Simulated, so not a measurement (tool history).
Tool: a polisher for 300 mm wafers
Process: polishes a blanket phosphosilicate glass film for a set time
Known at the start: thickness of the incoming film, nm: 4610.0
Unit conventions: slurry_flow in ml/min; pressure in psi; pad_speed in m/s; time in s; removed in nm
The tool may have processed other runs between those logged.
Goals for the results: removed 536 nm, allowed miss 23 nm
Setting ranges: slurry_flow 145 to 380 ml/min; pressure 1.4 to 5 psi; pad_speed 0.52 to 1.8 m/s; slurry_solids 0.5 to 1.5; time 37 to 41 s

run  hour  slurry_flow  pressure  pad_speed  slurry_solids  time  removed
  1     0          245       3.2       1.16              1    41   329.12
  2   3.2          245       3.5       1.16              1    41   357.45
  3   9.1          245       3.7       1.16              1    41   374.04
  4  15.7          245       3.7       0.88              1    41   307.49
  5  17.2          245       4.3       0.88              1    41   340.66
  6  23.8          245       4.3       0.88           1.15    41   376.57
  7  31.1          245       4.4       0.92           1.15    41   394.72
     35.7  -- head pressure recalibrated
  8  35.7          245       4.5       0.96           1.15    41   483.16
  9  39.7          245       4.6       0.96           1.15    41   484.05
 10  42.8          245       4.7       0.96           1.15    41   501.75
 11  48.7          245       4.8       0.96           1.15    41   507.94

Which one of the following 5 next-run settings gets every result inside its allowed miss? There is exactly one.
  A  54.6          260       4.8       0.94           1.15    40        ?
  B  54.6          220         5       1.08           1.15    41        ?
  C  54.6          280       3.9       1.22           1.25    41        ?
  D  54.6          225       4.4       1.02           1.15    39        ?
  E  54.6          240       4.8       0.98           1.15    38        ?

move  removed
   A   490.61
   B   577.51
   C   529.35
   D   463.85
   E      479
A: further off than the last run
B: moves the result that the last run missed by most past its target, out the other side
C: in spec on every target
D: further off than the last run
E: further off than the last run
Answer: C
